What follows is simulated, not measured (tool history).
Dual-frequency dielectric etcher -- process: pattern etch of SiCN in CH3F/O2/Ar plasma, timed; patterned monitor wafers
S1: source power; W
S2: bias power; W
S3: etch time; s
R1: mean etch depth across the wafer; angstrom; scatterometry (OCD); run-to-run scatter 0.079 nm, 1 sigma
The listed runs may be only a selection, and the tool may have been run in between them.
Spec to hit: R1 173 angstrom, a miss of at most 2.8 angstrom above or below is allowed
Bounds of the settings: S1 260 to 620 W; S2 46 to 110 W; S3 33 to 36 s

{"run": 1, "hour": 0.0, "S1": 440, "S2": 78, "S3": 36, "R1": 152}
{"run": 2, "hour": 5.4, "S1": 390, "S2": 78, "S3": 36, "R1": 148.63}
{"run": 3, "hour": 14.2, "S1": 390, "S2": 78, "S3": 33, "R1": 135.03}
{"run": 4, "hour": 19.8, "S1": 340, "S2": 78, "S3": 33, "R1": 129.74}
{"run": 5, "hour": 20.4, "S1": 340, "S2": 78, "S3": 33, "R1": 128.7}
{"run": 6, "hour": 23.5, "S1": 340, "S2": 78, "S3": 36, "R1": 139.6}
{"run": 7, "hour": 28.2, "S1": 430, "S2": 85, "S3": 36, "R1": 158.12}
{"run": 8, "hour": 33.8, "S1": 520, "S2": 87, "S3": 36, "R1": 168.29}

Exactly one of the 5 candidate moves below puts every result within its allowed miss. Which one?
{"run": "A", "hour": 39.4, "S1": 580, "S2": 90, "S3": 33, "R1": "?"}
{"run": "B", "hour": 39.4, "S1": 520, "S2": 87, "S3": 34, "R1": "?"}
{"run": "C", "hour": 39.4, "S1": 520, "S2": 89, "S3": 34, "R1": "?"}
{"run": "D", "hour": 39.4, "S1": 580, "S2": 95, "S3": 34, "R1": "?"}
{"run": "E", "hour": 39.4, "S1": 470, "S2": 98, "S3": 35, "R1": "?"}

move=A R1=164.28
move=B R1=160.87
move=C R1=162.34
move=D R1=172.97
move=E R1=167.96
A: moves away from the targets compared with the last run
B: moves away from the targets compared with the last run
C: moves away from the targets compared with the last run
D: in spec on every target
E: moves away from the targets compared with the last run
The right move is D.
